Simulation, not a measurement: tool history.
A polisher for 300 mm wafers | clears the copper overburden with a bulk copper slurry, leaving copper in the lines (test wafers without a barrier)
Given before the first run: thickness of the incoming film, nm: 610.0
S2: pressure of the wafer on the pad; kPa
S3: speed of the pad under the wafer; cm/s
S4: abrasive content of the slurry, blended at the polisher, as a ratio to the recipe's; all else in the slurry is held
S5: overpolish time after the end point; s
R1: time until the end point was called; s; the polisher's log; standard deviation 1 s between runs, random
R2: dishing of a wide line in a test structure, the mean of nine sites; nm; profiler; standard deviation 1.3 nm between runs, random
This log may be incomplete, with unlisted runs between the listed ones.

{"run": 1, "hour": 0.0, "flow of slurry (ml/min)": 240, "S2": 17.9, "S3": 86, "S4": 1.0, "S5": 27, "R1": 91.592, "R2": 60.91}
{"run": 2, "hour": 3.3, "flow of slurry (ml/min)": 240, "S2": 17.9, "S3": 68, "S4": 1.0, "S5": 27, "R1": 114.08, "R2": 57.728}
{"run": 3, "hour": 10.9, "flow of slurry (ml/min)": 240, "S2": 17.9, "S3": 68, "S4": 1.0, "S5": 38, "R1": 116.76, "R2": 63.207}
{"run": 4, "hour": 11.9, "flow of slurry (ml/min)": 290, "S2": 17.9, "S3": 68, "S4": 1.0, "S5": 38, "R1": 112.1, "R2": 63.05}
{"run": 5, "hour": 13.8, "flow of slurry (ml/min)": 295, "S2": 20.0, "S3": 68, "S4": 1.0, "S5": 36, "R1": 107.05, "R2": 63.9}
{"run": 6, "hour": 19.0, "flow of slurry (ml/min)": 245, "S2": 20.0, "S3": 68, "S4": 1.0, "S5": 36, "R1": 107.24, "R2": 63.37}
{"run": 7, "hour": 21.3, "flow of slurry (ml/min)": 245, "S2": 22.1, "S3": 70, "S4": 1.0, "S5": 36, "R1": 97.445, "R2": 63.578}
{"run": 8, "hour": 27.0, "flow of slurry (ml/min)": 245, "S2": 23.4, "S3": 72, "S4": 1.0, "S5": 38, "R1": 90.658, "R2": 68.688}
{"run": 9, "hour": 27.6, "flow of slurry (ml/min)": 245, "S2": 24.8, "S3": 74, "S4": 1.0, "S5": 37, "R1": 89.207, "R2": 69.568}
{"run": 10, "hour": 29.1, "flow of slurry (ml/min)": 250, "S2": 27.6, "S3": 86, "S4": 1.0, "S5": 31, "R1": 70.451, "R2": 71.297}
{"run": 11, "hour": 37.7, "flow of slurry (ml/min)": 250, "S2": 27.6, "S3": 86, "S4": 1.0, "S5": 31, "R1": 68.14, "R2": 71.351}

The next listed run, before its measurement:
{"run": 12, "hour": 43.9, "flow of slurry (ml/min)": 250, "S2": 27.6, "S3": 86, "S4": 1.0, "S5": 31, "R1": "?", "R2": "?"}

{"run 12": {"R1": 68.081, "R2": 72.533}}
